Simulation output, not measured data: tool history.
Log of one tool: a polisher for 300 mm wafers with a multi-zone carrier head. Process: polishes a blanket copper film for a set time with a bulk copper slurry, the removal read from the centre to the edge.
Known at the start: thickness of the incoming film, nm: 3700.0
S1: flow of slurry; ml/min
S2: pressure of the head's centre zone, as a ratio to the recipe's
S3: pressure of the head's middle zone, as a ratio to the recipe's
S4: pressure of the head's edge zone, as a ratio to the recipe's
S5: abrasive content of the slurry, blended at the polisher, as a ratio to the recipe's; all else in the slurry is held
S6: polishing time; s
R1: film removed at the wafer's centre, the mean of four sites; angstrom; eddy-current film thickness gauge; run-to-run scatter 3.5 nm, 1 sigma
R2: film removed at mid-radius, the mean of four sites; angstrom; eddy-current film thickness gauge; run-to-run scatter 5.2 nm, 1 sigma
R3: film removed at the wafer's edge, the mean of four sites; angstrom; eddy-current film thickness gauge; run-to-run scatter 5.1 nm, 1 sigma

run	hour	S1	S2	S3	S4	S5	S6	R1	R2	R3
1	0.0	240	1.00	1.00	1.00	1.00	33	2522.2	2597.8	2540.6
2	8.6	240	1.00	1.00	0.93	1.00	33	2588.8	2595.6	2536.7
3	15.5	280	1.00	1.00	0.93	1.00	33	2602.2	2619.9	2467.3
4	16.4	265	1.00	1.02	0.94	1.10	34	2659.1	2776.3	2685.5
5	23.3	265	1.00	1.02	0.94	1.10	42	3338.4	3445.3	3308.5
6	24.0	265	1.00	1.03	0.94	1.15	42	3366.0	3481.1	3346.7

What will run 7 give?
7	30.9	265	1.00	1.04	0.94	1.20	42	?	?	?

{"run 7": {"R1": 3450.1, "R2": 3641.8, "R3": 3384.8}}
